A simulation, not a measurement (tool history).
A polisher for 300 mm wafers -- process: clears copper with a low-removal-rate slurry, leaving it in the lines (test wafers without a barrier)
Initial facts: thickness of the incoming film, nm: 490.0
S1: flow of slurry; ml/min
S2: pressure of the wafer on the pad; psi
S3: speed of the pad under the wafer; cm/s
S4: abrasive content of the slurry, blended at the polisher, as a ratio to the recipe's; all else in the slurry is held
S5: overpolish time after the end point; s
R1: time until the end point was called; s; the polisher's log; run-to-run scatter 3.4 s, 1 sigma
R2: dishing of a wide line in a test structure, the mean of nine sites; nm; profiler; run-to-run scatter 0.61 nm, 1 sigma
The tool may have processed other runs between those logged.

{"run": 1, "day": 0.0, "S1": 140, "S2": 2.8, "S3": 130, "S4": 1, "S5": 14, "R1": 156.16, "R2": 30.227}
{"run": 2, "day": 0.212, "S1": 140, "S2": 2.8, "S3": 130, "S4": 0.8, "S5": 14, "R1": 160.91, "R2": 28.663}
{"run": 3, "day": 0.312, "S1": 140, "S2": 2.8, "S3": 130, "S4": 0.65, "S5": 14, "R1": 164.2, "R2": 27.72}
{"run": 4, "day": 0.383, "S1": 140, "S2": 2.8, "S3": 130, "S4": 0.65, "S5": 18, "R1": 161.37, "R2": 33.147}
{"run": 5, "day": 0.512, "S1": 140, "S2": 2.5, "S3": 128, "S4": 0.65, "S5": 18, "R1": 181.21, "R2": 31.504}
{"run": 6, "day": 0.65, "S1": 140, "S2": 2.2, "S3": 126, "S4": 0.65, "S5": 18, "R1": 204.05, "R2": 28.786}
{"run": 7, "day": 0.854, "S1": 140, "S2": 2, "S3": 126, "S4": 0.65, "S5": 18, "R1": 212.73, "R2": 28.023}

Run 8 has not been measured yet. What should we expect?
{"run": 8, "day": 1.2, "S1": 140, "S2": 1.9, "S3": 126, "S4": 0.65, "S5": 18, "R1": "?", "R2": "?"}

For run 8 the tool returned R1 221.32 s, R2 26.696 nm.

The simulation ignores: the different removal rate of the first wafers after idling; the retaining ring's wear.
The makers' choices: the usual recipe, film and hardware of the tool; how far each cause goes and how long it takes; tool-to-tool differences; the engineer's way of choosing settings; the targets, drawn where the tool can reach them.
